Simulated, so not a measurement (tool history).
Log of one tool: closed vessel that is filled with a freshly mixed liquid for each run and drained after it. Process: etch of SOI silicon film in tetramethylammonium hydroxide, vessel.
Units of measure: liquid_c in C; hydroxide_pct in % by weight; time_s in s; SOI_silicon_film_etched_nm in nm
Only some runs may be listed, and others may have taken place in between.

Run 1, hour 0: liquid_c 74 C, hydroxide_pct 18.5 % by weight, time_s 100 s. Result: SOI_silicon_film_etched_nm 713.9 nm.
Run 2, hour 0.9: liquid_c 71.5 C, hydroxide_pct 18.5 % by weight, time_s 100 s. Result: SOI_silicon_film_etched_nm 632.06 nm.
Run 3, hour 1.9: liquid_c 71.5 C, hydroxide_pct 15.5 % by weight, time_s 100 s. Result: SOI_silicon_film_etched_nm 671.39 nm.
Run 4, hour 6.6: liquid_c 73.5 C, hydroxide_pct 15.5 % by weight, time_s 100 s. Result: SOI_silicon_film_etched_nm 744.81 nm.
Run 5, hour 11.1: liquid_c 70.5 C, hydroxide_pct 15.5 % by weight, time_s 100 s. Result: SOI_silicon_film_etched_nm 633.61 nm.
Run 6, hour 18.7: liquid_c 65.5 C, hydroxide_pct 15.5 % by weight, time_s 100 s. Result: SOI_silicon_film_etched_nm 468.77 nm.

Run 7, settings as shown, results not yet in. Your forecast:
Run 7, hour 28: liquid_c 65 C, hydroxide_pct 15.5 % by weight, time_s 100 s. Result: SOI_silicon_film_etched_nm ?.

Run 7 came out at SOI_silicon_film_etched_nm 449.22 nm.
